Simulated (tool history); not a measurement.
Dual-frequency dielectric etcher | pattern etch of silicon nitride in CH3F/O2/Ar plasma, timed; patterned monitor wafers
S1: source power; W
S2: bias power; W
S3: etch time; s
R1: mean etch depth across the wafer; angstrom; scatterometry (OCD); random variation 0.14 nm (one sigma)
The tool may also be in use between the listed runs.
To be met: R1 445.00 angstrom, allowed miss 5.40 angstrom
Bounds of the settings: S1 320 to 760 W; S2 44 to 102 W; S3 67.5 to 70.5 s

run,hour,S1,S2,S3,R1
1,0.0,540,73,67.5,537.78
2,8.4,540,73,70.5,559.79
3,16.1,490,69,70.5,532.81
4,22.6,490,74,70.5,542.19
5,31.3,450,71,70.5,515.80
# hour 33.4: source power generator calibrated
6,33.4,450,65,70.5,495.96
7,42.2,420,65,70.5,486.27
8,45.3,320,59,70.5,423.47
9,48.1,380,59,70.5,453.45

Which of these 4 next moves meets every target?
A,50.9,410,61,69.5,?
B,50.9,420,55,69.5,?
C,50.9,320,68,68.5,?
D,50.9,360,65,69.0,?

move,R1
A,465.31
B,456.63
C,428.91
D,446.74
A: further off than the last run
B: further off than the last run
C: takes the result that was furthest off past its target
D: meets every target
Answer: D

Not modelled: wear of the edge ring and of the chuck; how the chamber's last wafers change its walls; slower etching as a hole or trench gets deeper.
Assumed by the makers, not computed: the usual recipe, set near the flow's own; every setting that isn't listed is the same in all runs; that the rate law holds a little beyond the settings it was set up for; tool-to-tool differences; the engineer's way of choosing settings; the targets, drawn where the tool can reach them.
